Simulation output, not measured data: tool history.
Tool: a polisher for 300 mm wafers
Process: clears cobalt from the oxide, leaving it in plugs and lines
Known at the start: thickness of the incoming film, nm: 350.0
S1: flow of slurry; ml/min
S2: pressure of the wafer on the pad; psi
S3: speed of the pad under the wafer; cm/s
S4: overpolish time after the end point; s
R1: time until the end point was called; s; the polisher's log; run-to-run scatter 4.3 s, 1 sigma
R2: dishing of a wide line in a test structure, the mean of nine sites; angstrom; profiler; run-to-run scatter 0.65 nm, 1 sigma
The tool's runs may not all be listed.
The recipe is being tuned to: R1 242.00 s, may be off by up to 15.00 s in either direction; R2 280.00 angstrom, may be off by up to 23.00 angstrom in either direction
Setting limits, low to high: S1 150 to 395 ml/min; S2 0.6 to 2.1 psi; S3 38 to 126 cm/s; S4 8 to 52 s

Run 1, hour 0.0: S1 250 ml/min, S2 1.3 psi, S3 82 cm/s, S4 26 s. Result: R1 132.15 s, R2 351.28 angstrom.
Run 2, hour 4.6: S1 250 ml/min, S2 1.3 psi, S3 82 cm/s, S4 36 s. Result: R1 129.90 s, R2 405.52 angstrom.
Run 3, hour 10.8: S1 250 ml/min, S2 1.5 psi, S3 82 cm/s, S4 36 s. Result: R1 111.06 s, R2 427.76 angstrom.
Run 4, hour 19.8: S1 250 ml/min, S2 1.5 psi, S3 72 cm/s, S4 36 s. Result: R1 126.96 s, R2 409.52 angstrom.
Run 5, hour 21.6: S1 250 ml/min, S2 1.8 psi, S3 72 cm/s, S4 36 s. Result: R1 106.61 s, R2 436.65 angstrom.
Run 6, hour 23.3: S1 215 ml/min, S2 1.8 psi, S3 72 cm/s, S4 36 s. Result: R1 108.08 s, R2 437.00 angstrom.
Run 7, hour 28.7: S1 215 ml/min, S2 1.7 psi, S3 70 cm/s, S4 35 s. Result: R1 120.56 s, R2 400.56 angstrom.
Run 8, hour 31.6: S1 215 ml/min, S2 1.7 psi, S3 70 cm/s, S4 35 s. Result: R1 117.49 s, R2 414.28 angstrom.
Run 9, hour 32.9: S1 215 ml/min, S2 1.6 psi, S3 68 cm/s, S4 34 s. Result: R1 125.78 s, R2 396.14 angstrom.
Run 10, hour 39.5: S1 215 ml/min, S2 1.5 psi, S3 66 cm/s, S4 33 s. Result: R1 138.39 s, R2 391.39 angstrom.
Run 11, hour 44.7: S1 215 ml/min, S2 1.4 psi, S3 64 cm/s, S4 31 s. Result: R1 152.96 s, R2 374.47 angstrom.
Run 12, hour 47.1: S1 215 ml/min, S2 1.3 psi, S3 64 cm/s, S4 29 s. Result: R1 167.17 s, R2 356.22 angstrom.
Run 13, hour 53.0: S1 215 ml/min, S2 1.3 psi, S3 64 cm/s, S4 29 s. Result: R1 165.53 s, R2 335.86 angstrom.
Run 14, hour 58.3: S1 215 ml/min, S2 1.2 psi, S3 64 cm/s, S4 29 s. Result: R1 181.93 s, R2 330.55 angstrom.
Run 15, hour 61.6: S1 215 ml/min, S2 0.8 psi, S3 62 cm/s, S4 23 s. Result: R1 270.81 s, R2 230.75 angstrom.
Run 16, hour 69.8: S1 215 ml/min, S2 0.8 psi, S3 62 cm/s, S4 24 s. Result: R1 269.44 s, R2 220.50 angstrom.
Run 17, hour 77.4: S1 215 ml/min, S2 0.8 psi, S3 62 cm/s, S4 24 s. Result: R1 274.48 s, R2 237.65 angstrom.
Run 18, hour 82.7: S1 215 ml/min, S2 0.8 psi, S3 62 cm/s, S4 25 s. Result: R1 282.37 s, R2 245.84 angstrom.

Below are 5 possible settings for the next run. Only one of them brings all results inside the allowed miss of their targets. Which is it?
Run A, hour 88.0: S1 235 ml/min, S2 0.9 psi, S3 64 cm/s, S4 28 s. Result: R1 ?, R2 ?.
Run B, hour 88.0: S1 210 ml/min, S2 0.6 psi, S3 74 cm/s, S4 35 s. Result: R1 ?, R2 ?.
Run C, hour 88.0: S1 195 ml/min, S2 0.6 psi, S3 60 cm/s, S4 33 s. Result: R1 ?, R2 ?.
Run D, hour 88.0: S1 220 ml/min, S2 0.8 psi, S3 54 cm/s, S4 24 s. Result: R1 ?, R2 ?.
Run E, hour 88.0: S1 190 ml/min, S2 1.1 psi, S3 40 cm/s, S4 42 s. Result: R1 ?, R2 ?.

move      R1      R2
   A  233.28  290.90
   B  301.93  286.42
   C  373.18  240.55
   D  309.63  217.96
   E  309.18  314.92
A: all results land within tolerance of their targets
B: lands further from the targets than the last run did
C: lands further from the targets than the last run did
D: lands further from the targets than the last run did
E: lands further from the targets than the last run did
Answer: A

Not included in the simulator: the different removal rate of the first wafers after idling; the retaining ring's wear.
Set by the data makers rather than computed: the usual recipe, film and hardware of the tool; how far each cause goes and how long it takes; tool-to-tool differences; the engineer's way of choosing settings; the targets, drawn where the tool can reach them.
